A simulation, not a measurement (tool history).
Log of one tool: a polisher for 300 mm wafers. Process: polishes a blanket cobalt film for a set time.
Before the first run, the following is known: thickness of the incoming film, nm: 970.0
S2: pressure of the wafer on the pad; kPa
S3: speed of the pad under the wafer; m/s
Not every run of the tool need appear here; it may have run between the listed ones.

Run 1, hour 0.0: flow of slurry (ml/min) 215, S2 16.5 kPa, S3 0.76 m/s, polishing time (s) 108. Result: film removed (nm) 528.52.
Run 2, hour 7.1: flow of slurry (ml/min) 215, S2 16.5 kPa, S3 0.76 m/s, polishing time (s) 113. Result: film removed (nm) 550.04.
Run 3, hour 13.5: flow of slurry (ml/min) 215, S2 16.5 kPa, S3 0.64 m/s, polishing time (s) 113. Result: film removed (nm) 477.31.
Run 4, hour 18.3: flow of slurry (ml/min) 215, S2 20.0 kPa, S3 0.64 m/s, polishing time (s) 113. Result: film removed (nm) 568.67.
Run 5, hour 19.9: flow of slurry (ml/min) 220, S2 21.4 kPa, S3 0.64 m/s, polishing time (s) 113. Result: film removed (nm) 606.93.
Run 6, hour 28.2: flow of slurry (ml/min) 220, S2 22.1 kPa, S3 0.66 m/s, polishing time (s) 113. Result: film removed (nm) 646.52.

Run 7 has not been measured yet. What should we expect?
Run 7, hour 33.8: flow of slurry (ml/min) 220, S2 22.8 kPa, S3 0.66 m/s, polishing time (s) 113. Result: film removed (nm) ?.

film removed (nm): 663.50
